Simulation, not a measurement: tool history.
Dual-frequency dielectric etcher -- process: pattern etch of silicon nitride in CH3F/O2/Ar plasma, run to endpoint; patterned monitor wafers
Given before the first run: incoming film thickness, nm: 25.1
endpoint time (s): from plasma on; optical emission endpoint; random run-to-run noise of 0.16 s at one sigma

| run | day | source power (kW) | bias power (kW) | endpoint time (s) |
|---|---|---|---|---|
| 1 | 0 | 0.55 | 0.06 | 33.553 |
| 2 | 0.158 | 0.52 | 0.06 | 34.172 |
| 3 | 0.521 | 0.44 | 0.06 | 35.464 |
| 4 | 0.625 | 0.42 | 0.059 | 36.265 |
| 5 | 0.912 | 0.52 | 0.059 | 34.484 |
| 6 | 0.942 | 0.52 | 0.066 | 32.719 |
| 7 | 1.046 | 0.49 | 0.064 | 33.717 |
| 8 | 1.208 | 0.46 | 0.063 | 34.308 |
| 9 | 1.579 | 0.35 | 0.054 | 39.394 |

Expected results for the next run?
| 10 | 1.838 | 0.36 | 0.054 | ? |

endpoint time (s): 39.317

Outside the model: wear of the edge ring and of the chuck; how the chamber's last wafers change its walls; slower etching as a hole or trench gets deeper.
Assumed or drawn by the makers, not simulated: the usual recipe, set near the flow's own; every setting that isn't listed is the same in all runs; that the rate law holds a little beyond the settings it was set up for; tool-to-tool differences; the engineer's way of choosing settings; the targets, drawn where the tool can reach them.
